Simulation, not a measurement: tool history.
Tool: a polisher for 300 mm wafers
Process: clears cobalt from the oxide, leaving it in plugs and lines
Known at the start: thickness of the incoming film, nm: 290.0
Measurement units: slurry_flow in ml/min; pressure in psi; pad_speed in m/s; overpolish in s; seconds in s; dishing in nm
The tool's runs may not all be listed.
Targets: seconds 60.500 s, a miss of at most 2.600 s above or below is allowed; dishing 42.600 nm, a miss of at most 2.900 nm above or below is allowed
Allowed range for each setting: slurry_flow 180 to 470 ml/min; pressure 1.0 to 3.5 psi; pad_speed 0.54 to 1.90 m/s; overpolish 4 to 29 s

run    day  slurry_flow  pressure  pad_speed  overpolish  seconds  dishing
  1  0.000          300       2.2       1.22          15   45.582   60.116
  2  0.296          300       2.2       1.00          15   55.040   56.372
  3  0.333          300       2.2       1.00          14   54.106   52.809
  4  0.642          300       2.2       1.24          14   44.275   57.788
  5  0.838          300       2.1       1.24          13   46.987   55.619
  6  1.146          300       2.0       1.24          12   49.507   51.118
  7  1.204          300       1.9       1.24          12   51.714   49.922
  8  1.438          300       1.5       1.22           9   65.914   33.730

Exactly one of the 5 candidate moves below puts every result within its allowed miss. Which one?
  A  1.671          275       1.6       1.04          10        ?        ?
  B  1.671          335       1.9       0.96          16        ?        ?
  C  1.671          310       1.7       1.12          15        ?        ?
  D  1.671          350       1.9       1.02          11        ?        ?
  E  1.671          285       1.6       1.18          15        ?        ?

move  seconds  dishing
   A   74.151   34.306
   B   66.715   50.768
   C   64.376   49.880
   D   62.697   41.478
   E   65.376   49.417
A: misses by more than the last run did
B: carries the result that was furthest off beyond its target, to the other side
C: carries the result that was furthest off beyond its target, to the other side
D: meets every target
E: carries the result that was furthest off beyond its target, to the other side
D meets every target.

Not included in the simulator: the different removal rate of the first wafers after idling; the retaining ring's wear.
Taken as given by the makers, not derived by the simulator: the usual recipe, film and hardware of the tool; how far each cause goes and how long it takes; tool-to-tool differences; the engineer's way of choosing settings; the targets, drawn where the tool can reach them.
